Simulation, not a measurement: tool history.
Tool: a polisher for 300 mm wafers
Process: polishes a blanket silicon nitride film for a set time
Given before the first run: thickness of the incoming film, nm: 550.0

run	hour	flow of slurry (ml/min)	pressure of the wafer on the pad (psi)	speed of the pad under the wafer (m/s)	polishing time (s)	film removed (nm)
1	0.0	155	3.9	1.04	22	50.820
2	8.9	160	4.0	1.04	22	51.414
3	15.8	140	4.0	1.04	22	50.386
4	24.1	145	4.1	1.04	22	52.888
5	30.4	145	4.2	1.04	22	53.166
6	35.2	145	4.2	1.04	20	48.889
7	38.9	150	4.4	1.04	20	50.616
8	46.6	150	4.6	1.04	20	52.600

For run 9, what comes out?
9	51.9	150	4.8	1.04	20	?

Logged for run 9: film removed (nm) 54.669.
